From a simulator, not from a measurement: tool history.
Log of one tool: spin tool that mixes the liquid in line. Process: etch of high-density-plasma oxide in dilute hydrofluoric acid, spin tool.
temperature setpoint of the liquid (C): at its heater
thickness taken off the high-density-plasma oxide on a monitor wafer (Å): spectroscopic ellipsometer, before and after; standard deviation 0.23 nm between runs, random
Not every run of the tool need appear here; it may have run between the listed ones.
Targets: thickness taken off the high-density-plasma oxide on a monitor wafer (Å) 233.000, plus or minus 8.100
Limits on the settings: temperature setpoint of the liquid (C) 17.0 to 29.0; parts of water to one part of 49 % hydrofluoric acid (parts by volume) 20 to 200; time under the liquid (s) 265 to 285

run	hour	temperature setpoint of the liquid (C)	parts of water to one part of 49 % hydrofluoric acid (parts by volume)	time under the liquid (s)	thickness taken off the high-density-plasma oxide on a monitor wafer (Å)
1	0.0	21.0	110	265	106.040
2	2.3	21.0	135	265	83.981
3	10.9	22.0	125	265	94.759
4	13.3	25.5	125	265	109.830
5	15.0	26.0	115	265	123.970
6	19.7	26.0	115	285	131.360
7	24.9	26.5	105	285	147.450
8	29.9	27.0	100	285	162.690
9	33.7	27.5	95	285	168.700
10	40.8	27.5	90	285	183.250
11	43.9	27.5	85	285	196.100
12	46.3	28.5	80	285	219.510

Below are 4 possible settings for the next run. Only one of them brings all results inside the allowed miss of their targets. Which is it?
A	48.7	27.5	80	285	?
B	48.7	29.0	70	285	?
C	48.7	29.0	80	280	?
D	48.7	24.5	65	285	?

move	thickness taken off the high-density-plasma oxide on a monitor wafer (Å)
A	207.990
B	255.590
C	216.570
D	231.840
A: misses by more than the last run did
B: takes the biggest miss from the last run beyond its target
C: misses by more than the last run did
D: every result within its allowed miss
Correct choice: D, which meets every target
